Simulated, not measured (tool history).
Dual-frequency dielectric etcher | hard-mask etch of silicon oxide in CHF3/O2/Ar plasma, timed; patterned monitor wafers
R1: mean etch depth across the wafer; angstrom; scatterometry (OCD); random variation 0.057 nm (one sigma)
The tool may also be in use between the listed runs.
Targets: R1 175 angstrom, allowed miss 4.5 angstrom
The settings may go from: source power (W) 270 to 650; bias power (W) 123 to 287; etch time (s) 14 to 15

Run 1, hour 0: source power (W) 460, bias power (W) 205, etch time (s) 15. Result: R1 283.67 angstrom.
Run 2, hour 8: source power (W) 460, bias power (W) 232, etch time (s) 15. Result: R1 304 angstrom.
Run 3, hour 13.8: source power (W) 430, bias power (W) 215, etch time (s) 15. Result: R1 279 angstrom.
Run 4, hour 19.2: source power (W) 410, bias power (W) 201, etch time (s) 15. Result: R1 260.78 angstrom.
Run 5, hour 22.4: source power (W) 410, bias power (W) 201, etch time (s) 14. Result: R1 244.92 angstrom.
Run 6, hour 25.5: source power (W) 390, bias power (W) 194, etch time (s) 14. Result: R1 231.17 angstrom.
Run 7, hour 28.2: source power (W) 370, bias power (W) 190, etch time (s) 14. Result: R1 220.06 angstrom.
Run 8, hour 28.8: source power (W) 360, bias power (W) 187, etch time (s) 14. Result: R1 214.2 angstrom.
Run 9, hour 31.5: source power (W) 350, bias power (W) 185, etch time (s) 14. Result: R1 208.6 angstrom.
Run 10, hour 39: source power (W) 340, bias power (W) 183, etch time (s) 14. Result: R1 202.78 angstrom.
Run 11, hour 42.2: source power (W) 330, bias power (W) 182, etch time (s) 14. Result: R1 197.27 angstrom.
Run 12, hour 47.7: source power (W) 330, bias power (W) 182, etch time (s) 14. Result: R1 197.63 angstrom.
Run 13, hour 53.3: source power (W) 320, bias power (W) 182, etch time (s) 14. Result: R1 192.31 angstrom.

Which of these 5 next moves meets every target?
Run A, hour 58.9: source power (W) 290, bias power (W) 199, etch time (s) 14.5. Result: R1 ?.
Run B, hour 58.9: source power (W) 340, bias power (W) 160, etch time (s) 14. Result: R1 ?.
Run C, hour 58.9: source power (W) 300, bias power (W) 176, etch time (s) 15. Result: R1 ?.
Run D, hour 58.9: source power (W) 300, bias power (W) 175, etch time (s) 14. Result: R1 ?.
Run E, hour 58.9: source power (W) 330, bias power (W) 188, etch time (s) 15. Result: R1 ?.

move      R1
   A  186.72
   B  186.58
   C  186.69
   D  173.63
   E   215.4
A: nearer than the last run, and not there yet
B: nearer than the last run, and not there yet
C: nearer than the last run, and not there yet
D: meets every target
E: further off than the last run
Answer: D
